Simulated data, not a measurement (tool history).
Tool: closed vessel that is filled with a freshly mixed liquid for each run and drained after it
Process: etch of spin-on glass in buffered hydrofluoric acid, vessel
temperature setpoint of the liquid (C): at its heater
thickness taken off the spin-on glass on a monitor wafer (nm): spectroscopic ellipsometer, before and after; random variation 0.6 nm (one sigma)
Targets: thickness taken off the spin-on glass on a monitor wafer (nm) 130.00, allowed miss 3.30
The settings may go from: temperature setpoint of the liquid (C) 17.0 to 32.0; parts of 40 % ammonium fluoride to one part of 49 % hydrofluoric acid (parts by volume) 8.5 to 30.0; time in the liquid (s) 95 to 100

run,hour,temperature setpoint of the liquid (C),parts of 40 % ammonium fluoride to one part of 49 % hydrofluoric acid (parts by volume),time in the liquid (s),thickness taken off the spin-on glass on a monitor wafer (nm)
1,0.0,25.0,23.5,95,171.35
2,3.5,25.0,18.0,95,212.79
3,10.9,25.0,21.5,95,182.57
4,14.6,25.0,21.5,95,180.63
# hour 21.7: thermometer replaced
5,21.7,25.0,21.5,95,171.32
6,24.7,25.0,21.5,100,182.38
7,32.6,23.5,21.5,100,168.09
8,38.4,22.5,21.5,100,157.72
9,46.1,22.5,21.5,100,159.36
10,47.4,21.5,21.5,100,148.92
11,52.5,21.0,21.5,100,145.56
12,54.0,20.5,21.5,100,140.98

4 next moves are on the table. One of them brings every result within its allowed miss. Which?
A,55.5,20.5,20.5,95,?
B,55.5,18.5,19.5,95,?
C,55.5,19.0,19.0,95,?
D,55.5,20.5,19.0,95,?

move,thickness taken off the spin-on glass on a monitor wafer (nm)
A,138.92
B,129.45
C,136.63
D,148.65
A: nearer than the last run, and not there yet
B: meets every target
C: nearer than the last run, and not there yet
D: further off than the last run
Move B is the one to make.

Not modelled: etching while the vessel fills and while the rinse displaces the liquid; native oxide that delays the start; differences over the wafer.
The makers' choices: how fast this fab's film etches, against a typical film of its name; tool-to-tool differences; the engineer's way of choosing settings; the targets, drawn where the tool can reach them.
